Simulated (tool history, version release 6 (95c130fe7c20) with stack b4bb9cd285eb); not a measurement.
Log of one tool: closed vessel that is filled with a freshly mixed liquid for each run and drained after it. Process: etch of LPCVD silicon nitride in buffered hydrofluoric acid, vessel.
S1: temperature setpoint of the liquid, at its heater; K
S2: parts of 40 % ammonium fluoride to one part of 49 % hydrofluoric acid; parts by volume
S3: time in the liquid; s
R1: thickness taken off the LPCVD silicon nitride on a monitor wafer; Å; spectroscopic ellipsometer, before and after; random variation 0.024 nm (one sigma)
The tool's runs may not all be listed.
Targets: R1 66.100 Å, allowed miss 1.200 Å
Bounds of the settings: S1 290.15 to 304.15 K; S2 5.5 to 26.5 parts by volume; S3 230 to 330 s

run  hour      S1    S2   S3      R1
  1   0.0  296.15  16.0  330  27.389
  2   6.5  297.65  14.5  330  32.665
  3  11.5  298.65  13.5  330  37.213
  4  15.5  299.65  13.0  330  40.437
  5  23.8  300.65  12.5  330  44.321
  6  30.7  302.15  12.5  330  48.009
  7  38.0  302.65  12.0  330  51.269
  8  42.9  303.15  11.5  330  55.129
  9  46.4  303.15  11.0  330  57.720
 10  55.0  303.65  10.5  330  61.416

Which of these 4 next moves meets every target?
  A  63.6  303.65   8.5  315   ?
  B  63.6  304.15   9.0  320   ?
  C  63.6  304.15  10.0  330   ?
  D  63.6  303.15   8.5  320   ?

move      R1
   A  70.451
   B  69.046
   C  66.650
   D  69.722
A: takes the result that was furthest off past its target
B: takes the result that was furthest off past its target
C: meets every target
D: takes the result that was furthest off past its target
The right move is C.
